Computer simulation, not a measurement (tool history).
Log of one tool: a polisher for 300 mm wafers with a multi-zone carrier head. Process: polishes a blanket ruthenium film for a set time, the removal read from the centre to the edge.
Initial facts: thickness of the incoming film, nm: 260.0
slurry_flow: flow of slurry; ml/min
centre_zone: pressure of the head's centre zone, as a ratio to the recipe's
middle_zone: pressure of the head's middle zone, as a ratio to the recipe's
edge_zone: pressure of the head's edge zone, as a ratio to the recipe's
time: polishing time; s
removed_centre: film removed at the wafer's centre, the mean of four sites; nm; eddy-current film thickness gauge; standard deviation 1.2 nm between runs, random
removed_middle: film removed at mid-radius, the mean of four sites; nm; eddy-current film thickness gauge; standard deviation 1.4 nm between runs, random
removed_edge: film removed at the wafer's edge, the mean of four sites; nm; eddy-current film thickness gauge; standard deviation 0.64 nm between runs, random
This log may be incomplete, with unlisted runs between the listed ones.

| run | hour | slurry_flow | centre_zone | middle_zone | edge_zone | time | removed_centre | removed_middle | removed_edge |
|---|---|---|---|---|---|---|---|---|---|
| 1 | 0 | 195 | 1 | 1 | 1 | 55 | 75.419 | 75.422 | 73.789 |
| 2 | 7.8 | 195 | 1 | 1 | 0.93 | 55 | 75.656 | 73.846 | 71.886 |
| 3 | 9 | 195 | 0.94 | 1 | 0.93 | 55 | 69.453 | 72.515 | 71.479 |
| 4 | 17.2 | 200 | 0.95 | 1 | 0.96 | 57 | 76.005 | 77.935 | 75.853 |
| 5 | 21.6 | 205 | 0.94 | 0.99 | 0.99 | 59 | 77.114 | 81.294 | 79.146 |
| 6 | 22.4 | 205 | 0.94 | 0.95 | 0.99 | 59 | 75.55 | 77.351 | 79.519 |
| 7 | 28 | 210 | 0.94 | 0.95 | 1.01 | 61 | 80.231 | 80.268 | 84.697 |
| 8 | 34.1 | 215 | 0.94 | 0.96 | 1.03 | 62 | 79.916 | 80.45 | 85.97 |
| 9 | 34.8 | 215 | 0.95 | 0.98 | 1.04 | 63 | 83.167 | 85.997 | 87.773 |
| 10 | 37.8 | 220 | 0.96 | 0.98 | 1.05 | 64 | 87.579 | 87.396 | 89.747 |
| 11 | 46.3 | 220 | 0.96 | 0.98 | 1.05 | 64 | 84.039 | 88.464 | 88.859 |
| 12 | 53.8 | 220 | 0.97 | 0.98 | 1.06 | 65 | 87.579 | 89.395 | 92.296 |

Run 13 has not been measured yet. What should we expect?
| 13 | 56.3 | 225 | 0.98 | 0.99 | 1.07 | 66 | ? | ? | ? |

{"run 13": {"removed_centre": 88.722, "removed_middle": 91.333, "removed_edge": 94.552}}

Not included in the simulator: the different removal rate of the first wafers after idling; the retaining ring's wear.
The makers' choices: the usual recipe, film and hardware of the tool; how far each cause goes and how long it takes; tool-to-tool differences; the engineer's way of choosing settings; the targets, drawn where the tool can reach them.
